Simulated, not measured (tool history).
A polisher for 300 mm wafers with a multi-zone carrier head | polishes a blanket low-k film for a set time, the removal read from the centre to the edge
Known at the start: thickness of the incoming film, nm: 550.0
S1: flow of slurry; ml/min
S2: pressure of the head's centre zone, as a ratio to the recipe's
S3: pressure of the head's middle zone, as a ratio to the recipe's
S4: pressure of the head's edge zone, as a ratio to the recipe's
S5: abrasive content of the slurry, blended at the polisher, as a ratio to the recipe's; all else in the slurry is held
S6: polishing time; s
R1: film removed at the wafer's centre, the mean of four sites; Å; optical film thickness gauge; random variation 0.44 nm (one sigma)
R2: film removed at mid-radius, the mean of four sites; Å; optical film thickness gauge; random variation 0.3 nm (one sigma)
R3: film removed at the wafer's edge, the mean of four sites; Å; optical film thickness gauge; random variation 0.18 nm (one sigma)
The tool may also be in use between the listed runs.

| run | hour | S1 | S2 | S3 | S4 | S5 | S6 | R1 | R2 | R3 |
|---|---|---|---|---|---|---|---|---|---|---|
| 1 | 0 | 320 | 1 | 1 | 1 | 1 | 59 | 312.32 | 293.27 | 301.14 |
| 2 | 3.9 | 395 | 1 | 1 | 1 | 1 | 59 | 314.81 | 300.84 | 306.02 |
| 3 | 9.3 | 395 | 1 | 1 | 1 | 1.2 | 59 | 330.96 | 321.95 | 324.21 |
| 4 | 13.7 | 395 | 1 | 1 | 1 | 1.05 | 59 | 320.92 | 305.5 | 306.34 |
| 5 | 17.8 | 390 | 1.01 | 0.95 | 0.96 | 1 | 59 | 313.51 | 289.42 | 296.98 |
| 6 | 23.9 | 330 | 1.01 | 0.95 | 0.96 | 1 | 59 | 308.09 | 285.47 | 293.68 |

Run 7 comes next. What will it give?
| 7 | 31.1 | 325 | 1.04 | 0.91 | 0.94 | 0.95 | 59 | ? | ? | ? |

{"run 7": {"R1": 308.17, "R2": 274.22, "R3": 286.87}}
